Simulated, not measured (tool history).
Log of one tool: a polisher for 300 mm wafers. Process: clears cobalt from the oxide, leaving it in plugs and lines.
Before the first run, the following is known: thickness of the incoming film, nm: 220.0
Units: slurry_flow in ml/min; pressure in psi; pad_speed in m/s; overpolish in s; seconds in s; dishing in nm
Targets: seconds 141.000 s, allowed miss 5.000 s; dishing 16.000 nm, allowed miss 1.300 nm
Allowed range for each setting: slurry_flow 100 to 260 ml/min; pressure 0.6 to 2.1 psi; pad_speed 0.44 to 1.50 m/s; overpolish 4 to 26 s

run,hour,slurry_flow,pressure,pad_speed,overpolish,seconds,dishing
1,0.0,165,1.3,0.96,13,87.072,25.151
2,2.0,165,1.2,0.96,13,94.504,22.910
3,4.8,200,1.2,0.96,13,90.421,24.304
4,12.0,195,1.1,0.96,13,99.997,22.218
5,13.8,190,1.0,0.96,13,111.870,20.776
6,19.6,185,1.0,0.96,13,108.240,20.967
7,23.0,185,0.9,0.96,13,123.500,18.878
8,27.6,180,0.9,0.96,13,123.230,19.568
9,29.8,175,0.9,0.96,13,123.420,18.882
10,35.8,170,0.9,0.96,13,121.430,19.582

Below are 5 possible settings for the next run. Only one of them brings all results inside the allowed miss of their targets. Which is it?
A,41.8,190,1.0,0.74,20,?,?
B,41.8,175,0.7,0.94,14,?,?
C,41.8,220,0.8,1.12,10,?,?
D,41.8,170,1.0,1.02,14,?,?
E,41.8,260,0.8,0.88,12,?,?

move,seconds,dishing
A,140.870,22.849
B,159.170,15.972
C,114.420,15.851
D,105.140,21.772
E,141.820,15.472
A: meets the target for the result that was furthest off, but another lies outside its allowed miss
B: the result that was furthest off in the last run now lies on the other side of its target
C: lands further from the targets than the last run did
D: lands further from the targets than the last run did
E: every result lands within tolerance
Go with E: it meets all targets.
